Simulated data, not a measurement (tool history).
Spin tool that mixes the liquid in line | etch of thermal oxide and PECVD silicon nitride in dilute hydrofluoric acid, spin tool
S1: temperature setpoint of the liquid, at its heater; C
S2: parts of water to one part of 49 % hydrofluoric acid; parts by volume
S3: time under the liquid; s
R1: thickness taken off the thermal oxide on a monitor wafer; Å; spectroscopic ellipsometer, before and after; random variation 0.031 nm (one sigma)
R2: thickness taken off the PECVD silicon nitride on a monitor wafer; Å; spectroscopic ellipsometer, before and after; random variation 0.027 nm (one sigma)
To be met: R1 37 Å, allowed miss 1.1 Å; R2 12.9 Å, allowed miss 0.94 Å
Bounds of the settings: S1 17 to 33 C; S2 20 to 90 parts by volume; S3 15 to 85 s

run  hour    S1  S2  S3      R1      R2
  1     0    25  50  45  54.978  16.453
  2   6.9  25.5  55  45  50.542  15.746
  3     8  25.5  60  45  46.408  14.363
  4  10.6    28  60  45  51.039  16.645
  5  16.7    28  65  45  47.284  16.056
  6  22.9  30.5  65  45  51.329  18.155
  7  30.8  29.5  70  45  45.883  16.814
  8  39.1  28.5  70  45   43.88   14.81
  9  43.6  28.5  75  45  40.361  14.033

Which of these 5 next moves meets every target?
  A  48.1  26.5  60  40   ?   ?
  B  48.1  22.5  60  50   ?   ?
  C  48.1  19.5  50  45   ?   ?
  D  48.1    28  80  45   ?   ?
  E  48.1  28.5  75  50   ?   ?

move      R1      R2
   A  42.924  13.935
   B    45.6  13.331
   C  43.954  11.659
   D  37.368  12.999
   E  45.476  15.906
A: further off than the last run
B: further off than the last run
C: further off than the last run
D: meets every target
E: further off than the last run
The right move is D.

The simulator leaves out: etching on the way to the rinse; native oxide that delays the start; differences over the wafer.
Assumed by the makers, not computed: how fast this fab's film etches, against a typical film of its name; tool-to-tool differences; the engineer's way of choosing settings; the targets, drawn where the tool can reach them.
